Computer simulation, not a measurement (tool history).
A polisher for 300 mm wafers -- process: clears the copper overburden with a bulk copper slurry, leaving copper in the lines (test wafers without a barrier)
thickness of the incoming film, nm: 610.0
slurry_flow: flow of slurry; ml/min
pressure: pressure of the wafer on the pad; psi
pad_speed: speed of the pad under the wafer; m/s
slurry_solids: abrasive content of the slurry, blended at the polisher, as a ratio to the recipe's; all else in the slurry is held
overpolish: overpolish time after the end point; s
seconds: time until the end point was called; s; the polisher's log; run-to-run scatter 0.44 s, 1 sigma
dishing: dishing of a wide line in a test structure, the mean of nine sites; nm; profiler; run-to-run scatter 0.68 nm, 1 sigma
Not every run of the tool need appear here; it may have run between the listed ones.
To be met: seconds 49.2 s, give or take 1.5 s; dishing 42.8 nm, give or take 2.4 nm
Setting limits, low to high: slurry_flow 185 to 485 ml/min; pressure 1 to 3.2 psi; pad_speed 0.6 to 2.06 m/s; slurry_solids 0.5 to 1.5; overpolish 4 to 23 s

run,hour,slurry_flow,pressure,pad_speed,slurry_solids,overpolish,seconds,dishing
1,0,310,2.1,1.32,1,12,69.353,65.138
2,5.8,345,2.1,1.32,1,12,68.752,65.581
3,13.2,275,2.1,1.32,1,12,69.979,63.95
4,17.3,260,2.2,1.36,1,11,65.55,62.721
5,19.7,245,2.3,1.4,1,10,61.434,62.348
6,20.4,235,2.3,1.44,1,9,60.589,57.194
7,28.1,225,2.3,1.48,0.95,8,60.499,53.649
8,30.7,220,2.4,1.52,0.85,7,57.515,49.544
9,32.5,225,2.5,1.52,0.8,6,56.149,44.29
10,41,230,2.6,1.52,0.8,6,53.434,46.237
11,46,235,2.6,1.52,0.8,6,53.603,46.388
12,54.1,240,2.6,1.52,0.8,6,54.656,44.546
13,57.7,240,2.7,1.52,0.8,6,52.004,47.95
14,60.7,240,2.8,1.52,0.75,5,50.876,41.834

Exercise: of the 4 proposed moves below, exactly one satisfies all targets within the stated allowed misses. Which move is it?
A,63.7,230,3.2,1.58,0.65,4,?,?
B,63.7,250,2.8,1.6,0.9,4,?,?
C,63.7,240,2.8,1.78,0.55,4,?,?
D,63.7,270,2.8,1.56,0.75,5,?,?

move,seconds,dishing
A,44.766,39.145
B,46.78,37.462
C,45.558,38.342
D,49.01,43.668
A: takes the biggest miss from the last run beyond its target
B: takes the biggest miss from the last run beyond its target
C: takes the biggest miss from the last run beyond its target
D: each result inside its tolerance
The right move is D.
